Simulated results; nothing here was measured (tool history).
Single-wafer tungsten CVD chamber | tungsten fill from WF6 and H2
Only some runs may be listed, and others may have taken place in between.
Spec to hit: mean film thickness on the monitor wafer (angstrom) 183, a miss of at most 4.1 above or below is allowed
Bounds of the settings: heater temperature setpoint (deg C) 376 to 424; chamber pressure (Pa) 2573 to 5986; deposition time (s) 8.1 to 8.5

run,hour,heater temperature setpoint (deg C),chamber pressure (Pa),deposition time (s),mean film thickness on the monitor wafer (angstrom)
1,0,400,4280,8.5,257
2,2.1,400,4280,8.1,245.04
3,4.3,400,4280,8.5,258.02
4,9.1,400,4280,8.1,243
5,15.9,396,4280,8.1,224.82
6,22.4,396,4280,8.1,228.32
7,25.2,394,4266,8.1,221.57
8,26.2,393,4253,8.1,217.13
9,30.4,392,4240,8.1,211.07
# hour 31.3: capacitance manometer re-zeroed and calibrated
10,31.3,391,4240,8.1,213.87
11,36.9,390,4226,8.1,207.66
12,42.9,389,4226,8.1,204.19

Consider the 4 candidate settings below. Which is the only one whose results all fall within their allowed miss of target?
A,48.9,386,4453,8.5,?
B,48.9,385,3826,8.1,?
C,48.9,394,4426,8.1,?
D,48.9,394,4466,8.1,?

move,mean film thickness on the monitor wafer (angstrom)
A,208.19
B,183.26
C,226.47
D,227.3
A: misses by more than the last run did
B: every result within its allowed miss
C: misses by more than the last run did
D: misses by more than the last run did
The right move is B.
